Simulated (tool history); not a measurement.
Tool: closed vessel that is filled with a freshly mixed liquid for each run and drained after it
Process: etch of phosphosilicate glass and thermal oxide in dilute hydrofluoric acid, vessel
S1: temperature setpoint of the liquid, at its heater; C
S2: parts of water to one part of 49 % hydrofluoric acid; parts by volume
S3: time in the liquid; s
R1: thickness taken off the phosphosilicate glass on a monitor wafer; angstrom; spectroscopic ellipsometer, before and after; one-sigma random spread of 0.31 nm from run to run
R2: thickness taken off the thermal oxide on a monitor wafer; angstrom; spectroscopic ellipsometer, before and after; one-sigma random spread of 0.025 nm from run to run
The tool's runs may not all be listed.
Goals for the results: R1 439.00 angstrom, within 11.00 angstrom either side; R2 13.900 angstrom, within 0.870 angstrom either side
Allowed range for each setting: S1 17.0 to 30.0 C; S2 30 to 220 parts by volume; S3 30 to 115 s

run,hour,S1,S2,S3,R1,R2
1,0.0,22.0,125,60,687.08,21.881
2,2.2,22.0,125,35,402.10,12.958
3,9.8,22.0,125,30,339.22,10.914
4,14.2,22.0,125,45,513.14,15.926
5,17.1,21.0,125,45,500.91,16.183
6,20.5,21.5,130,45,484.60,15.032
7,26.2,22.0,135,45,467.89,14.934
8,29.4,21.5,135,45,465.04,14.382
9,37.5,22.0,135,45,468.00,14.872
10,38.6,21.5,135,45,461.73,14.631
11,43.4,21.0,135,45,452.68,14.285

Next run, 4 choices. One meets every target within its allowed miss, the rest don't. Which?
A,48.2,20.5,155,55,?,?
B,48.2,21.5,155,50,?,?
C,48.2,17.0,170,70,?,?
D,48.2,20.5,175,65,?,?

move,R1,R2
A,459.10,14.779
B,434.08,13.974
C,456.29,14.688
D,470.73,15.153
A: lands further from the targets than the last run did
B: all results land within tolerance of their targets
C: lands further from the targets than the last run did
D: lands further from the targets than the last run did
Answer: B

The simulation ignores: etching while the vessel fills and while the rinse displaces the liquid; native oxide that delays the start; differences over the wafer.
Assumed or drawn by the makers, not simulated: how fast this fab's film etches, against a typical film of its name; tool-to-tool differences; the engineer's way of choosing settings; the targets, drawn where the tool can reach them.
